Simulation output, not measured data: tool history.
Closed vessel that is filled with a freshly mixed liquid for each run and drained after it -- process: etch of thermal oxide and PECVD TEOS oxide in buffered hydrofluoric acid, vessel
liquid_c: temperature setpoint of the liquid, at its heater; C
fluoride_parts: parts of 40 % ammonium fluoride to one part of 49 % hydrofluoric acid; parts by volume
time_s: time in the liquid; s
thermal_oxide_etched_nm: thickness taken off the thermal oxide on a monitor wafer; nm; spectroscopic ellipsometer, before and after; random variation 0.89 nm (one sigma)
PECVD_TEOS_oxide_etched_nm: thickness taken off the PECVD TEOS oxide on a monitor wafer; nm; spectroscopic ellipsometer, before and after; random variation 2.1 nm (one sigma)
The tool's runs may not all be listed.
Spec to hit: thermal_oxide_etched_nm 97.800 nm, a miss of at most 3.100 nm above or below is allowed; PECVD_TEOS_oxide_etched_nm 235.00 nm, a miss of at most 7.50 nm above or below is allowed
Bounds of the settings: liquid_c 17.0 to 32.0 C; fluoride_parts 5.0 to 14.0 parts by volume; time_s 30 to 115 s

run	hour	liquid_c	fluoride_parts	time_s	thermal_oxide_etched_nm	PECVD_TEOS_oxide_etched_nm
1	0.0	25.0	8.5	60	76.584	185.05
2	5.5	25.0	7.0	60	93.675	225.13
3	8.6	23.5	7.0	60	86.440	208.37
4	14.0	24.0	7.0	60	87.119	212.52
5	17.4	24.0	7.0	80	117.490	284.49
6	25.2	26.0	7.0	80	132.440	319.46
7	31.5	24.5	7.0	80	121.700	290.92
8	35.8	23.5	7.0	80	116.350	275.23
9	43.8	20.5	7.5	80	89.417	213.69
10	46.1	21.0	7.5	80	93.246	222.97

4 candidate next runs follow, results not yet known. Just one meets every target within its allowed miss. Identify it.
A	48.4	22.0	8.0	85	?	?
B	48.4	17.0	8.0	105	?	?
C	48.4	17.0	7.5	100	?	?
D	48.4	32.0	5.0	30	?	?

move	thermal_oxide_etched_nm	PECVD_TEOS_oxide_etched_nm
A	96.404	233.81
B	89.943	218.14
C	91.860	222.79
D	89.335	216.67
A: every result within its allowed miss
B: lands further from the targets than the last run did
C: lands further from the targets than the last run did
D: lands further from the targets than the last run did
A is the move that brings every result within its allowed miss.

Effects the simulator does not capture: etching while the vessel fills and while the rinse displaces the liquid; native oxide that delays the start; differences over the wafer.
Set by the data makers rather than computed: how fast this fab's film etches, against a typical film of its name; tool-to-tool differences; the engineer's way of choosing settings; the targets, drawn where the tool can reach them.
